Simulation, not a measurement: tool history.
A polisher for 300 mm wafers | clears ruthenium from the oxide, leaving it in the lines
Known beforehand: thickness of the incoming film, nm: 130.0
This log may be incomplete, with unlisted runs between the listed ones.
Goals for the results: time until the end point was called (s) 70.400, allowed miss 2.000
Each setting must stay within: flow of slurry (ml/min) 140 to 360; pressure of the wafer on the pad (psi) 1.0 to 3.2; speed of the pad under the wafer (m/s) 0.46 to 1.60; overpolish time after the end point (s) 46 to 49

| run | day | flow of slurry (ml/min) | pressure of the wafer on the pad (psi) | speed of the pad under the wafer (m/s) | overpolish time after the end point (s) | time until the end point was called (s) |
|---|---|---|---|---|---|---|
| 1 | 0.000 | 230 | 2.1 | 1.02 | 46 | 115.300 |
| 2 | 0.083 | 230 | 1.9 | 1.02 | 46 | 126.720 |
| 3 | 0.329 | 235 | 2.1 | 1.02 | 46 | 114.650 |
| 4 | 0.538 | 240 | 2.3 | 1.02 | 46 | 105.940 |
| 5 | 0.792 | 240 | 2.5 | 1.02 | 46 | 98.005 |
| 6 | 1.088 | 240 | 2.6 | 1.02 | 46 | 93.581 |
| 7 | 1.229 | 240 | 2.7 | 1.02 | 46 | 90.184 |
| 8 | 1.467 | 240 | 2.8 | 1.02 | 46 | 86.543 |
| 9 | 1.662 | 240 | 2.9 | 1.02 | 46 | 84.553 |
| 10 | 1.817 | 245 | 3.0 | 1.02 | 46 | 82.147 |

5 candidate next runs follow, results not yet known. Just one meets every target within its allowed miss. Identify it.
| A | 1.971 | 240 | 2.9 | 0.92 | 46 | ? |
| B | 1.971 | 255 | 3.1 | 1.14 | 49 | ? |
| C | 1.971 | 305 | 3.1 | 1.20 | 49 | ? |
| D | 1.971 | 170 | 3.0 | 1.36 | 46 | ? |
| E | 1.971 | 220 | 3.0 | 0.96 | 49 | ? |

| move | time until the end point was called (s) |
|---|---|
| A | 91.486 |
| B | 70.789 |
| C | 66.822 |
| D | 64.318 |
| E | 85.846 |
A: the biggest miss grows against the last run
B: in spec on every target
C: takes the biggest miss from the last run beyond its target
D: takes the biggest miss from the last run beyond its target
E: the biggest miss grows against the last run
The right move is B.
